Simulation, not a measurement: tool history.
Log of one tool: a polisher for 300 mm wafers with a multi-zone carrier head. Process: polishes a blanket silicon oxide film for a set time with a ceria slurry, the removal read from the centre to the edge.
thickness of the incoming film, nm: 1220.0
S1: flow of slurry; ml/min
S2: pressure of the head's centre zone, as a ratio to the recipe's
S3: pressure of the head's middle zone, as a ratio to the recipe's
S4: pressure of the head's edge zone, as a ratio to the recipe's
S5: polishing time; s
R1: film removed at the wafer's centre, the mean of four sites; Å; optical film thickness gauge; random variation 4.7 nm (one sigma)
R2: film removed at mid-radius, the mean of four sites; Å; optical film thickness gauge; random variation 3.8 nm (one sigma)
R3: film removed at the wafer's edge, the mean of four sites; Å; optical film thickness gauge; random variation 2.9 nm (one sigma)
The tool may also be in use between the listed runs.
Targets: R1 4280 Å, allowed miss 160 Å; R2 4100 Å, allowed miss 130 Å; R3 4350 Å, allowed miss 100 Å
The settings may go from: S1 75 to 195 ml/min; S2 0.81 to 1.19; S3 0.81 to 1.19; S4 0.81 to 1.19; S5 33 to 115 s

run 1 hour=0 | S1=125 S2=1 S3=1 S4=1 S5=73 | R1=4805.6 R2=4897.9 R3=4933.1
run 2 hour=2.9 | S1=120 S2=1 S3=0.99 S4=0.99 S5=73 | R1=4856.7 R2=4775.2 R3=4846.8
run 3 hour=10.3 | S1=115 S2=0.99 S3=0.98 S4=0.98 S5=73 | R1=4642.2 R2=4686 R3=4787.7
run 4 hour=15.1 | S1=115 S2=0.99 S3=0.98 S4=0.95 S5=73 | R1=4785.6 R2=4784.2 R3=4766.6
run 5 hour=16.7 | S1=115 S2=0.99 S3=1.03 S4=0.95 S5=73 | R1=4800 R2=4907.9 R3=4734.5
run 6 hour=22.6 | S1=110 S2=0.99 S3=1.01 S4=0.95 S5=73 | R1=4762.6 R2=4758.2 R3=4729.2
run 7 hour=26.8 | S1=105 S2=0.99 S3=1 S4=0.94 S5=73 | R1=4590.5 R2=4612.3 R3=4620.3
run 8 hour=34.4 | S1=100 S2=0.99 S3=1 S4=0.94 S5=73 | R1=4527.6 R2=4481.8 R3=4606.8
run 9 hour=41.6 | S1=95 S2=0.99 S3=1 S4=0.93 S5=73 | R1=4373.5 R2=4453.9 R3=4551

4 next moves are on the table. One of them brings every result within its allowed miss. Which?
run A hour=48.8 | S1=110 S2=1 S3=0.95 S4=0.98 S5=67 | R1=? R2=? R3=?
run B hour=48.8 | S1=90 S2=0.92 S3=0.97 S4=0.95 S5=70 | R1=? R2=? R3=?
run C hour=48.8 | S1=75 S2=1.01 S3=0.93 S4=1.01 S5=72 | R1=? R2=? R3=?
run D hour=48.8 | S1=90 S2=0.98 S3=0.82 S4=1.01 S5=73 | R1=? R2=? R3=?

move=A R1=4382.5 R2=4132.6 R3=4397.9
move=B R1=3902.9 R2=4117.6 R3=4352.8
move=C R1=4037.4 R2=3791.9 R3=4354.6
move=D R1=4333.3 R2=3734.8 R3=4638.7
A: meets every target
B: brings the result that was furthest off to its target, and leaves another outside
C: takes the result that was furthest off past its target
D: takes the result that was furthest off past its target
Move A is the one to make.
